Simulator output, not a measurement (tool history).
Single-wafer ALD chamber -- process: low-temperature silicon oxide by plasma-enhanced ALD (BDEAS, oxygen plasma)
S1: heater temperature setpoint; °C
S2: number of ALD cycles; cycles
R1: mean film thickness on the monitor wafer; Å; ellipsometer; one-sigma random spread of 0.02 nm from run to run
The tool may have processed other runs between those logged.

run 1 hour=0.0 | S1=95 S2=25 | R1=33.376
run 2 hour=5.6 | S1=100 S2=25 | R1=33.130
run 3 hour=13.8 | S1=100 S2=22 | R1=28.964
run 4 hour=14.9 | S1=90 S2=22 | R1=29.690
run 5 hour=18.4 | S1=100 S2=22 | R1=28.982
run 6 hour=23.5 | S1=97 S2=23 | R1=30.928

What does the tool deliver on the next run?
run 7 hour=26.9 | S1=95 S2=24 | R1=?

Run 7 yielded R1 32.094 Å.
